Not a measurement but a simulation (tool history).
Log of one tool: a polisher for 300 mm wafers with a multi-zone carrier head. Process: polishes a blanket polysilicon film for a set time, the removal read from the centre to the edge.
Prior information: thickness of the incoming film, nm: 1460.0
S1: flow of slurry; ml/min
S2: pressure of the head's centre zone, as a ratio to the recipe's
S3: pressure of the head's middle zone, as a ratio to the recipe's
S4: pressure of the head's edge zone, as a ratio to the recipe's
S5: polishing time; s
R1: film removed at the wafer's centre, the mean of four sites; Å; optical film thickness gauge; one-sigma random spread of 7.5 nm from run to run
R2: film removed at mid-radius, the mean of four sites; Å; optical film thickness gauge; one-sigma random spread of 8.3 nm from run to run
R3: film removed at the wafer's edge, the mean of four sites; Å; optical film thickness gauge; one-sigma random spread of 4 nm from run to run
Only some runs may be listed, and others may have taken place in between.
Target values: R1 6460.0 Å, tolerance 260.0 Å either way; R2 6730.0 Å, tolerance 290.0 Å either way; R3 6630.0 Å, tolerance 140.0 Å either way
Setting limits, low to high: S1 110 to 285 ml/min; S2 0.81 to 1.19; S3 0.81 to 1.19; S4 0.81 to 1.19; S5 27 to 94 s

run,hour,S1,S2,S3,S4,S5,R1,R2,R3
1,0.0,180,1.00,1.00,1.00,60,4286.1,4284.8,4311.7
2,7.0,190,1.01,1.02,1.03,64,4686.5,4670.0,4719.8
3,10.1,190,1.01,1.02,0.98,64,4613.3,4561.8,4569.5
4,17.7,190,1.01,1.02,0.90,64,4669.9,4663.4,4403.3
5,23.5,200,1.01,1.04,0.94,67,4833.2,4910.2,4744.7
6,29.9,200,1.01,1.04,1.03,67,4802.1,4995.5,4910.2
7,34.2,205,1.02,1.05,1.05,70,5057.4,5160.3,5225.6
8,38.5,205,1.02,1.05,1.05,70,5139.3,5236.9,5211.5
9,41.2,210,1.03,1.06,1.07,72,5444.6,5399.1,5446.5
10,46.4,215,1.03,1.08,1.09,74,5514.5,5679.1,5673.0

Pick the move, out of 4, that brings all results within their allowed miss; only one does.
A,51.6,265,1.15,1.13,1.13,78,?,?,?
B,51.6,215,1.02,1.09,1.08,87,?,?,?
C,51.6,170,0.93,0.83,1.19,91,?,?,?
D,51.6,240,1.13,0.96,1.05,78,?,?,?

move,R1,R2,R3
A,6437.1,6458.6,6073.7
B,6431.7,6876.3,6512.3
C,6103.1,5863.2,7022.8
D,6278.2,5737.9,5819.0
A: nearer than the last run, and not there yet
B: hits every target within its allowed miss
C: pushes the last run's worst result past its target
D: nearer than the last run, and not there yet
B meets every target.

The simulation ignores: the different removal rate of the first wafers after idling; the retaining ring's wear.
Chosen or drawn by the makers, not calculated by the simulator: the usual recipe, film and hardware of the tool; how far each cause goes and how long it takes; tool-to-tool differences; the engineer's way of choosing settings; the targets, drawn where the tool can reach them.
